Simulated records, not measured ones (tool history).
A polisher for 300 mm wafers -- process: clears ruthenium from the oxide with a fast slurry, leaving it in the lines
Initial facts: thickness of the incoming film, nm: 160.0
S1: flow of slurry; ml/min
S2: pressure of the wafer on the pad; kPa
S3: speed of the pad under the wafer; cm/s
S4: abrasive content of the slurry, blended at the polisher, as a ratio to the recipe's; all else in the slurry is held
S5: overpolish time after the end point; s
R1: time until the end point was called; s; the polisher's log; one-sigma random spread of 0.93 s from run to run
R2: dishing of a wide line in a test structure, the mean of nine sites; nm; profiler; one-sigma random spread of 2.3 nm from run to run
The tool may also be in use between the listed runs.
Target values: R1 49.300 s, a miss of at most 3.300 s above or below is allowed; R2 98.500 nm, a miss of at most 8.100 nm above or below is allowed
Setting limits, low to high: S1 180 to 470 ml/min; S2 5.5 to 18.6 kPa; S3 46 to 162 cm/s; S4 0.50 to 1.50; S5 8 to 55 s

run	day	S1	S2	S3	S4	S5	R1	R2
1	0.000	300	11.7	104	1.00	28	58.380	56.494
2	0.033	375	11.7	104	1.00	28	60.256	56.916
3	0.300	375	11.7	104	1.00	24	59.915	48.714
4	0.612	375	11.7	104	1.15	24	55.549	50.282
5	0.900	375	11.7	104	1.15	13	57.568	29.074
6	0.925	375	11.7	104	1.10	15	59.275	34.097
7	1.233	380	12.4	104	1.05	17	56.336	37.887
8	1.588	380	12.4	104	1.00	19	59.350	40.313
9	1.871	380	12.4	104	1.00	21	56.690	43.014
10	2.162	380	12.4	106	1.00	23	55.391	51.292
11	2.200	375	13.8	112	0.95	37	49.756	79.608
12	2.371	375	13.8	112	0.95	38	52.656	79.704

5 next moves are on the table. One of them brings every result within its allowed miss. Which?
A	2.542	325	10.3	108	1.25	27	?	?
B	2.542	445	11.7	138	1.10	43	?	?
C	2.542	375	13.8	102	0.95	46	?	?
D	2.542	335	13.8	78	1.25	50	?	?
E	2.542	340	12.4	112	1.00	40	?	?

move	R1	R2
A	57.943	56.160
B	46.612	97.594
C	53.698	92.310
D	56.590	94.494
E	54.086	82.371
A: its largest miss is bigger than the last run's
B: each result inside its tolerance
C: the worst result of the last run now meets its target, but another is out of spec
D: the worst result of the last run now meets its target, but another is out of spec
E: better than the last run, though not everything is in spec
Correct choice: B, which meets every target

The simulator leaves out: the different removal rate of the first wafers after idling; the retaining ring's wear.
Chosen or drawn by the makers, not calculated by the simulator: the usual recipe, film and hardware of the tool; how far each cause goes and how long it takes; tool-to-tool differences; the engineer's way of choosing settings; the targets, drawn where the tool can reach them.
